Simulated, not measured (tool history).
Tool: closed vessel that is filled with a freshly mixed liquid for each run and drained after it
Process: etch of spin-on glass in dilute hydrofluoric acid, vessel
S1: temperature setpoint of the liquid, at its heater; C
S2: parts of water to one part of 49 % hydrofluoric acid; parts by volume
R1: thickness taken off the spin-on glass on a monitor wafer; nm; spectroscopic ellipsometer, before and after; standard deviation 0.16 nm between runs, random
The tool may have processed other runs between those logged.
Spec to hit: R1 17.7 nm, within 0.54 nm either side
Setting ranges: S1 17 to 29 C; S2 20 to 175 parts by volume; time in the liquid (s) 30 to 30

Run 1, day 0: S1 21 C, S2 95 parts by volume, time in the liquid (s) 30. Result: R1 9.8754 nm.
Run 2, day 0.146: S1 19.5 C, S2 95 parts by volume, time in the liquid (s) 30. Result: R1 9.2959 nm.
Run 3, day 0.496: S1 21 C, S2 90 parts by volume, time in the liquid (s) 30. Result: R1 10.345 nm.
Run 4, day 0.596: S1 22.5 C, S2 85 parts by volume, time in the liquid (s) 30. Result: R1 11.982 nm.
Run 5, day 0.679: S1 23.5 C, S2 85 parts by volume, time in the liquid (s) 30. Result: R1 12.604 nm.
At day 1.025: hydrofluoric acid flow meter replaced.
Run 6, day 1.025: S1 23.5 C, S2 115 parts by volume, time in the liquid (s) 30. Result: R1 8.3309 nm.
Run 7, day 1.162: S1 24.5 C, S2 105 parts by volume, time in the liquid (s) 30. Result: R1 9.6108 nm.
Run 8, day 1.267: S1 25.5 C, S2 100 parts by volume, time in the liquid (s) 30. Result: R1 10.704 nm.
Run 9, day 1.629: S1 26 C, S2 95 parts by volume, time in the liquid (s) 30. Result: R1 11.348 nm.
Run 10, day 1.825: S1 26.5 C, S2 90 parts by volume, time in the liquid (s) 30. Result: R1 12.295 nm.
Run 11, day 1.871: S1 27 C, S2 85 parts by volume, time in the liquid (s) 30. Result: R1 13.238 nm.

Next run, 4 choices. One meets every target within its allowed miss, the rest don't. Which?
Run A, day 1.917: S1 20.5 C, S2 90 parts by volume, time in the liquid (s) 30. Result: R1 ?.
Run B, day 1.917: S1 28.5 C, S2 115 parts by volume, time in the liquid (s) 30. Result: R1 ?.
Run C, day 1.917: S1 24.5 C, S2 60 parts by volume, time in the liquid (s) 30. Result: R1 ?.
Run D, day 1.917: S1 25.5 C, S2 110 parts by volume, time in the liquid (s) 30. Result: R1 ?.

move      R1
   A  9.7363
   B  10.121
   C  17.848
   D  9.4979
A: misses by more than the last run did
B: misses by more than the last run did
C: all results land within tolerance of their targets
D: misses by more than the last run did
The move that meets every target is C.

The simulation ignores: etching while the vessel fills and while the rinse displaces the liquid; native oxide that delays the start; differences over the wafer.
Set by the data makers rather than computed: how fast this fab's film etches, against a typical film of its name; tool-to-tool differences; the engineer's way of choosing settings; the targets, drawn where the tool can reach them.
